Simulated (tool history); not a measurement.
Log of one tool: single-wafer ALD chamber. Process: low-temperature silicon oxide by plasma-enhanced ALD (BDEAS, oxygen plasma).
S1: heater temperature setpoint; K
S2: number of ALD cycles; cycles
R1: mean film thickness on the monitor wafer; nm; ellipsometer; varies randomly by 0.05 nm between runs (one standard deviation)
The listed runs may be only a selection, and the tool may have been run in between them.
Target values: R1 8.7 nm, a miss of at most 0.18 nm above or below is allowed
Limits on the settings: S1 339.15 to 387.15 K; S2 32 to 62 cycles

{"run": 1, "day": 0.0, "S1": 363.15, "S2": 47, "R1": 6.717}
{"run": 2, "day": 0.129, "S1": 363.15, "S2": 52, "R1": 7.4013}
{"run": 3, "day": 0.429, "S1": 371.15, "S2": 52, "R1": 7.3288}
{"run": 4, "day": 0.771, "S1": 367.15, "S2": 52, "R1": 7.3205}
{"run": 5, "day": 1.025, "S1": 366.15, "S2": 54, "R1": 7.6782}
{"run": 6, "day": 1.288, "S1": 365.15, "S2": 55, "R1": 7.8387}
{"run": 7, "day": 1.396, "S1": 364.15, "S2": 56, "R1": 8.0344}
{"run": 8, "day": 1.425, "S1": 363.15, "S2": 57, "R1": 8.1163}
{"run": 9, "day": 1.621, "S1": 363.15, "S2": 58, "R1": 8.3415}
{"run": 10, "day": 1.842, "S1": 362.15, "S2": 59, "R1": 8.5111}

Of the 4 settings listed for the next run, only one would bring every result within its allowed miss of target. Which one?
{"run": "A", "day": 2.062, "S1": 352.15, "S2": 58, "R1": "?"}
{"run": "B", "day": 2.062, "S1": 354.15, "S2": 61, "R1": "?"}
{"run": "C", "day": 2.062, "S1": 356.15, "S2": 62, "R1": "?"}
{"run": "D", "day": 2.062, "S1": 353.15, "S2": 62, "R1": "?"}

move=A R1=8.627
move=B R1=9.0055
move=C R1=9.0843
move=D R1=9.1875
A: in spec on every target
B: pushes the last run's worst result past its target
C: pushes the last run's worst result past its target
D: pushes the last run's worst result past its target
So the answer is move A, the one that meets all the targets.
